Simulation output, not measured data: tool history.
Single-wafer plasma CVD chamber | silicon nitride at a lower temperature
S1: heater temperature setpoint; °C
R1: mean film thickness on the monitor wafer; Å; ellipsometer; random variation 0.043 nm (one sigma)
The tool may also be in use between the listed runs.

run 1 day=0.000 | S1=370 chamber_pressure_(mTorr)=1660 RF_power_(W)=380 deposition_time_(s)=7.5 | R1=104.950
run 2 day=0.208 | S1=370 chamber_pressure_(mTorr)=1830 RF_power_(W)=380 deposition_time_(s)=7.5 | R1=109.940
run 3 day=0.529 | S1=370 chamber_pressure_(mTorr)=2030 RF_power_(W)=380 deposition_time_(s)=7.5 | R1=111.470
run 4 day=0.804 | S1=362 chamber_pressure_(mTorr)=2030 RF_power_(W)=380 deposition_time_(s)=7.5 | R1=113.150
run 5 day=1.142 | S1=362 chamber_pressure_(mTorr)=2030 RF_power_(W)=430 deposition_time_(s)=7.5 | R1=126.030
run 6 day=1.496 | S1=362 chamber_pressure_(mTorr)=2030 RF_power_(W)=430 deposition_time_(s)=7.1 | R1=118.420
run 7 day=1.742 | S1=364 chamber_pressure_(mTorr)=1840 RF_power_(W)=395 deposition_time_(s)=7.1 | R1=107.640
run 8 day=1.979 | S1=365 chamber_pressure_(mTorr)=1700 RF_power_(W)=365 deposition_time_(s)=7.1 | R1=95.919
run 9 day=2.117 | S1=365 chamber_pressure_(mTorr)=1590 RF_power_(W)=355 deposition_time_(s)=7.1 | R1=92.176
run 10 day=2.392 | S1=365 chamber_pressure_(mTorr)=1490 RF_power_(W)=345 deposition_time_(s)=7.1 | R1=88.212
run 11 day=2.725 | S1=366 chamber_pressure_(mTorr)=1160 RF_power_(W)=285 deposition_time_(s)=7.1 | R1=64.353
run 12 day=2.750 | S1=366 chamber_pressure_(mTorr)=1230 RF_power_(W)=285 deposition_time_(s)=7.1 | R1=65.312
run 13 day=2.950 | S1=366 chamber_pressure_(mTorr)=1560 RF_power_(W)=325 deposition_time_(s)=7.2 | R1=84.150
run 14 day=3.271 | S1=366 chamber_pressure_(mTorr)=1490 RF_power_(W)=320 deposition_time_(s)=7.2 | R1=81.141

Forecast run 15:
run 15 day=3.300 | S1=366 chamber_pressure_(mTorr)=1440 RF_power_(W)=320 deposition_time_(s)=7.2 | R1=?

R1: 81.498 Å
